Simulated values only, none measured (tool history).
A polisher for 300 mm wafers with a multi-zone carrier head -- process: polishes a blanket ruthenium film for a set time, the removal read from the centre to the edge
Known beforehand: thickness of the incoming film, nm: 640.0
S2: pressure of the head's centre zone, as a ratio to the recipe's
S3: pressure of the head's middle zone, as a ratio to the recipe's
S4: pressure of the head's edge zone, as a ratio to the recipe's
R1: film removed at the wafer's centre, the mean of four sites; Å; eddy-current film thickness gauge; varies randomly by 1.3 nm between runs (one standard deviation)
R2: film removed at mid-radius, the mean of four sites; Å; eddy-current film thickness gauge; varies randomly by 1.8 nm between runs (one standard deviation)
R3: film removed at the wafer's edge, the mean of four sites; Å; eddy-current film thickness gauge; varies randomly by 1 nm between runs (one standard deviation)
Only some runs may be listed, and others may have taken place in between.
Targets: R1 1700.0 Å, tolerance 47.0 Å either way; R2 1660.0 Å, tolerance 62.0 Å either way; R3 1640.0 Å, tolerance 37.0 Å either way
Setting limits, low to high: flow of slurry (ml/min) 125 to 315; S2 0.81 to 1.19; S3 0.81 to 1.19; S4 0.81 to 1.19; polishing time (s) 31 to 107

run 1 hour=0.0 | flow_of_slurry_(ml/min)=205 S2=1.00 S3=1.00 S4=1.00 polishing_time_(s)=69 | R1=1219.2 R2=1209.2 R3=1190.5
run 2 hour=5.0 | flow_of_slurry_(ml/min)=205 S2=1.04 S3=1.00 S4=1.00 polishing_time_(s)=69 | R1=1257.4 R2=1208.2 R3=1191.1
run 3 hour=9.0 | flow_of_slurry_(ml/min)=205 S2=1.04 S3=1.00 S4=0.92 polishing_time_(s)=69 | R1=1247.6 R2=1224.1 R3=1136.9
run 4 hour=17.7 | flow_of_slurry_(ml/min)=205 S2=1.04 S3=1.04 S4=0.92 polishing_time_(s)=69 | R1=1246.8 R2=1242.0 R3=1128.5
run 5 hour=19.3 | flow_of_slurry_(ml/min)=205 S2=1.11 S3=1.04 S4=0.92 polishing_time_(s)=69 | R1=1324.7 R2=1228.2 R3=1140.9
run 6 hour=27.7 | flow_of_slurry_(ml/min)=220 S2=1.10 S3=1.07 S4=0.98 polishing_time_(s)=73 | R1=1406.5 R2=1348.3 R3=1256.1
run 7 hour=33.2 | flow_of_slurry_(ml/min)=260 S2=1.11 S3=1.12 S4=1.08 polishing_time_(s)=86 | R1=1718.2 R2=1726.0 R3=1573.8
run 8 hour=37.3 | flow_of_slurry_(ml/min)=260 S2=1.11 S3=1.12 S4=1.08 polishing_time_(s)=86 | R1=1726.7 R2=1701.1 R3=1556.9

Below are 4 possible settings for the next run. Only one of them brings all results inside the allowed miss of their targets. Which is it?
run A hour=41.4 | flow_of_slurry_(ml/min)=225 S2=1.09 S3=1.09 S4=1.17 polishing_time_(s)=89 | R1=? R2=? R3=?
run B hour=41.4 | flow_of_slurry_(ml/min)=280 S2=1.09 S3=1.19 S4=0.93 polishing_time_(s)=88 | R1=? R2=? R3=?
run C hour=41.4 | flow_of_slurry_(ml/min)=250 S2=1.08 S3=1.19 S4=1.04 polishing_time_(s)=88 | R1=? R2=? R3=?
run D hour=41.4 | flow_of_slurry_(ml/min)=280 S2=1.15 S3=1.15 S4=1.11 polishing_time_(s)=80 | R1=? R2=? R3=?

move=A R1=1689.3 R2=1678.3 R3=1659.6
move=B R1=1732.1 R2=1809.9 R3=1513.7
move=C R1=1688.9 R2=1781.3 R3=1570.8
move=D R1=1645.3 R2=1609.6 R3=1488.9
A: every result within its allowed miss
B: moves away from the targets compared with the last run
C: gains on the last run, yet a result remains outside its allowed miss
D: moves away from the targets compared with the last run
A meets every target.

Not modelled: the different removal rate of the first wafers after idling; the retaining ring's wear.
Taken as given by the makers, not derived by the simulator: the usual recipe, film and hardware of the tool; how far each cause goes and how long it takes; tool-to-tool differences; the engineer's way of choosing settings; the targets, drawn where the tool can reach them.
